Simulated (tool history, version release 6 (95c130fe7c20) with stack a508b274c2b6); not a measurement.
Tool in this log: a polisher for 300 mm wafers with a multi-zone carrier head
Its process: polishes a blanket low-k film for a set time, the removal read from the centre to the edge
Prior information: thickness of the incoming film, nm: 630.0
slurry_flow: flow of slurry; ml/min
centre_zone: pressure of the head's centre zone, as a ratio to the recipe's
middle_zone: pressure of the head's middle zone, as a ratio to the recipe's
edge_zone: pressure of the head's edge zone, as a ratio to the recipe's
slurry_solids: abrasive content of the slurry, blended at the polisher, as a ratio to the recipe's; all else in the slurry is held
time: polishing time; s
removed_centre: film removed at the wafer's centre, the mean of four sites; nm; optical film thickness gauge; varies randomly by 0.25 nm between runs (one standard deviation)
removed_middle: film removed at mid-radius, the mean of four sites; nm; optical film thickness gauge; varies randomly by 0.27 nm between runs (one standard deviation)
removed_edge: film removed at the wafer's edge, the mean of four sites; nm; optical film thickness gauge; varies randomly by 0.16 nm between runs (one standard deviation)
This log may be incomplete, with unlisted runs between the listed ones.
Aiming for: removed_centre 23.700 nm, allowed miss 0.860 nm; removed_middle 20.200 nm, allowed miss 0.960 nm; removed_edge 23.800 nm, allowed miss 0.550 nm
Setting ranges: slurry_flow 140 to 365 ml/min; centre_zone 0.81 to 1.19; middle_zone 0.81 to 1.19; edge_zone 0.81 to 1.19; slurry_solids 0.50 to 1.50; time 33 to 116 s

run  hour  slurry_flow  centre_zone  middle_zone  edge_zone  slurry_solids  time  removed_centre  removed_middle  removed_edge
  1   0.0          235         1.00         1.00       1.00           1.00    74          36.614          36.085        35.838
  2   8.2          190         1.00         1.00       1.00           1.00    74          35.175          34.634        35.153
  3  15.2          190         1.00         1.00       1.00           1.10    74          36.708          36.310        36.206
  4  19.3          190         1.00         1.00       1.00           1.10    63          31.106          30.583        31.077
  5  23.2          185         1.00         0.98       0.99           1.05    63          29.917          29.442        29.929
  6  24.1          180         1.01         0.96       0.99           1.00    63          29.269          28.101        29.332
  7  29.7          175         1.01         0.94       0.99           0.95    63          28.488          26.888        28.283
  8  36.8          170         1.01         0.92       0.99           0.90    63          28.028          26.312        27.892
  9  37.9          165         1.01         0.91       1.00           0.85    63          27.010          25.071        27.165
 10  46.4          165         1.01         0.90       1.00           0.80    63          26.109          23.859        26.309
 11  55.1          150         0.99         0.81       0.94           0.65    63          22.931          19.465        22.317
 12  57.2          155         0.99         0.81       0.95           0.65    63          22.768          19.874        22.952
 13  63.5          160         0.99         0.81       0.95           0.65    63          23.223          19.789        22.878
 14  70.2          165         0.99         0.81       0.95           0.65    63          23.090          20.049        23.201

Of the 4 settings listed for the next run, only one would bring every result within its allowed miss of target. Which one?
  A  76.9          140         0.95         0.82       1.03           0.65    64               ?               ?             ?
  B  76.9          210         0.94         0.86       1.03           0.55    65               ?               ?             ?
  C  76.9          170         1.01         0.83       1.02           0.75    58               ?               ?             ?
  D  76.9          150         0.94         0.82       0.96           0.60    66               ?               ?             ?

move  removed_centre  removed_middle  removed_edge
   A          21.743          19.085        23.808
   B          21.912          19.955        23.461
   C          23.699          19.620        23.841
   D          21.681          19.195        23.030
A: gets the furthest-off result to its target, but another result is out of tolerance
B: gets the furthest-off result to its target, but another result is out of tolerance
C: hits every target within its allowed miss
D: misses by more than the last run did
Go with C: it meets all targets.
